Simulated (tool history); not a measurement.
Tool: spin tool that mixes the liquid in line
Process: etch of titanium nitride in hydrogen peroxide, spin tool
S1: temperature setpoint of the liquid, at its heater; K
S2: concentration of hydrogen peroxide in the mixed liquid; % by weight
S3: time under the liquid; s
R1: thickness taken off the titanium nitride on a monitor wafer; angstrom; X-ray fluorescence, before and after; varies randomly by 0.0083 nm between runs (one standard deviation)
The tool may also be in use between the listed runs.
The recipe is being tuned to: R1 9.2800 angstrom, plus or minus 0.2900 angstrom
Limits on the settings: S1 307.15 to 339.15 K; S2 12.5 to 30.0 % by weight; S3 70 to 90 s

{"run": 1, "day": 0.0, "S1": 323.15, "S2": 24.5, "S3": 90, "R1": 23.985}
{"run": 2, "day": 0.067, "S1": 320.65, "S2": 24.5, "S3": 90, "R1": 20.283}
{"run": 3, "day": 0.354, "S1": 318.65, "S2": 24.5, "S3": 90, "R1": 17.382}
{"run": 4, "day": 0.579, "S1": 317.15, "S2": 24.5, "S3": 90, "R1": 15.72}
{"run": 5, "day": 0.646, "S1": 315.65, "S2": 24.5, "S3": 90, "R1": 14.075}
{"run": 6, "day": 0.771, "S1": 314.65, "S2": 24.5, "S3": 90, "R1": 13.005}
{"run": 7, "day": 0.85, "S1": 313.65, "S2": 24.5, "S3": 90, "R1": 12.097}
{"run": 8, "day": 0.896, "S1": 313.15, "S2": 24.5, "S3": 90, "R1": 11.655}
{"run": 9, "day": 0.925, "S1": 312.65, "S2": 24.5, "S3": 90, "R1": 11.178}

Which one of the following 4 next-run settings gets every result inside its allowed miss? There is exactly one.
{"run": "A", "day": 0.954, "S1": 310.15, "S2": 24.0, "S3": 85, "R1": "?"}
{"run": "B", "day": 0.954, "S1": 313.15, "S2": 22.5, "S3": 70, "R1": "?"}
{"run": "C", "day": 0.954, "S1": 312.65, "S2": 17.5, "S3": 80, "R1": "?"}
{"run": "D", "day": 0.954, "S1": 312.15, "S2": 26.0, "S3": 70, "R1": "?"}

move=A R1=8.6512
move=B R1=8.8688
move=C R1=9.2417
move=D R1=8.4725
A: carries the result that was furthest off beyond its target, to the other side
B: carries the result that was furthest off beyond its target, to the other side
C: all results in spec
D: carries the result that was furthest off beyond its target, to the other side
Go with C: it meets all targets.

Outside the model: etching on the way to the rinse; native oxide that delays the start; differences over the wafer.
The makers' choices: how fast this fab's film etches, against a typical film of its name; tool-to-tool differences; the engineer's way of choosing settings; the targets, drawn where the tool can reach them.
